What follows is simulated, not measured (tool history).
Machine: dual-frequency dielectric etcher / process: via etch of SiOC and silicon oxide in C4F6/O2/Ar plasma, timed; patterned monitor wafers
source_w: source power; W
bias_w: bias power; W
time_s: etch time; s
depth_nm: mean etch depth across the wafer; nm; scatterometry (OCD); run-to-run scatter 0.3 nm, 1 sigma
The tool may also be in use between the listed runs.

run	hour	source_w	bias_w	time_s	depth_nm
1	0.0	410	198	110.5	128.18
2	5.9	410	173	110.5	124.54
3	8.8	430	175	110.5	127.38
4	17.7	430	175	110.5	126.72
5	25.3	450	177	110.5	129.19
6	33.5	450	177	110.5	129.64

Predict the results of run 7:
7	36.6	470	179	110.5	?

Run 7 gave depth_nm 132.36 nm.
